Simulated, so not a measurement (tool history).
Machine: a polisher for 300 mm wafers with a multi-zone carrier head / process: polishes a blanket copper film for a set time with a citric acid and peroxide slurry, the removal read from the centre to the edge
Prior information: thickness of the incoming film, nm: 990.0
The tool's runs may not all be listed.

| run | hour | flow of slurry (ml/min) | pressure of the head's centre zone | pressure of the head's middle zone | pressure of the head's edge zone | abrasive content of the slurry | polishing time (s) | film removed at the wafer's centre (Å) | film removed at mid-radius (Å) | film removed at the wafer's edge (Å) |
|---|---|---|---|---|---|---|---|---|---|---|
| 1 | 0 | 150 | 1 | 1 | 1 | 1 | 87 | 1910.4 | 1866 | 1839.5 |
| 2 | 7.6 | 155 | 1.01 | 1.02 | 1.02 | 1.05 | 89 | 1977.8 | 1936.6 | 1936.3 |
| 3 | 8.5 | 155 | 1.01 | 1.02 | 1.02 | 0.9 | 89 | 1914.7 | 1867.4 | 1848.2 |
| 4 | 10.8 | 155 | 1.01 | 0.98 | 1.02 | 0.9 | 89 | 1925.8 | 1805.8 | 1848.5 |
| 5 | 14.1 | 155 | 1.01 | 0.98 | 1.02 | 0.9 | 78 | 1687.6 | 1570 | 1647.5 |
| 6 | 22.2 | 155 | 1.05 | 0.98 | 1.02 | 0.9 | 78 | 1720.7 | 1594.8 | 1617.3 |

What does the tool deliver on the next run?
| 7 | 26.2 | 160 | 1.06 | 1 | 1.02 | 1 | 82 | ? | ? | ? |

{"run 7": {"film removed at the wafer's centre (Å)": 1916.1, "film removed at mid-radius (Å)": 1691.6, "film removed at the wafer's edge (Å)": 1763.9}}
